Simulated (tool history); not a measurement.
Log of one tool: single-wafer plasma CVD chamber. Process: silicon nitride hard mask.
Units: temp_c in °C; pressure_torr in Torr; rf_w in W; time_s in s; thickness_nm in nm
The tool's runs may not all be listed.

{"run": 1, "day": 0.0, "temp_c": 380, "pressure_torr": 2.02, "rf_w": 235, "time_s": 52.8, "thickness_nm": 54.926}
{"run": 2, "day": 0.238, "temp_c": 380, "pressure_torr": 1.94, "rf_w": 225, "time_s": 52.8, "thickness_nm": 52.527}
{"run": 3, "day": 0.317, "temp_c": 380, "pressure_torr": 1.87, "rf_w": 215, "time_s": 52.8, "thickness_nm": 50.402}
{"run": 4, "day": 0.467, "temp_c": 380, "pressure_torr": 1.8, "rf_w": 210, "time_s": 52.8, "thickness_nm": 49.626}
{"run": 5, "day": 0.696, "temp_c": 380, "pressure_torr": 1.74, "rf_w": 205, "time_s": 52.8, "thickness_nm": 48.527}
{"run": 6, "day": 0.792, "temp_c": 380, "pressure_torr": 1.69, "rf_w": 200, "time_s": 52.8, "thickness_nm": 46.867}
{"run": 7, "day": 1.117, "temp_c": 380, "pressure_torr": 1.64, "rf_w": 195, "time_s": 52.8, "thickness_nm": 45.847}
{"run": 8, "day": 1.179, "temp_c": 380, "pressure_torr": 1.6, "rf_w": 190, "time_s": 52.8, "thickness_nm": 44.99}
{"run": 9, "day": 1.425, "temp_c": 380, "pressure_torr": 1.56, "rf_w": 185, "time_s": 52.8, "thickness_nm": 43.843}
{"run": 10, "day": 1.512, "temp_c": 380, "pressure_torr": 1.53, "rf_w": 185, "time_s": 52.8, "thickness_nm": 43.81}

The next listed run, before its measurement:
{"run": 11, "day": 1.788, "temp_c": 380, "pressure_torr": 1.5, "rf_w": 185, "time_s": 52.8, "thickness_nm": "?"}

Run 11 gave thickness_nm 43.746 nm.
